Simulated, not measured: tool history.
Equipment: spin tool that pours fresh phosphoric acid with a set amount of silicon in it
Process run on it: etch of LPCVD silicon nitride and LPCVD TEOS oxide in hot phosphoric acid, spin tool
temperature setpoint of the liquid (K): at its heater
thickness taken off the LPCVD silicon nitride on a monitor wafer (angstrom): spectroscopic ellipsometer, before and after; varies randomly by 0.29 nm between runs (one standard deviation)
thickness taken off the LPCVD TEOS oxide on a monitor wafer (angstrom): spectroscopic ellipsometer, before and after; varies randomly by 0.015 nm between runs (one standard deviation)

run,hour,temperature setpoint of the liquid (K),silicon dissolved in the acid as it is poured (mg a litre),time under the liquid (s),thickness taken off the LPCVD silicon nitride on a monitor wafer (angstrom),thickness taken off the LPCVD TEOS oxide on a monitor wafer (angstrom)
1,0,436.15,24.5,180,188.72,4.0834
2,3.5,434.65,24.5,180,178.55,3.5898
3,11.9,434.65,24.5,120,119.81,2.3617
4,17.2,435.15,31.5,155,154.76,2.5506
5,21,435.15,31.5,225,228.23,3.4659
6,22.1,436.15,36.5,235,240.89,2.8446

Expected results for the next run?
7,26.5,436.65,38,245,?,?

{"run 7": {"thickness taken off the LPCVD silicon nitride on a monitor wafer (angstrom)": 258, "thickness taken off the LPCVD TEOS oxide on a monitor wafer (angstrom)": 3.0781}}
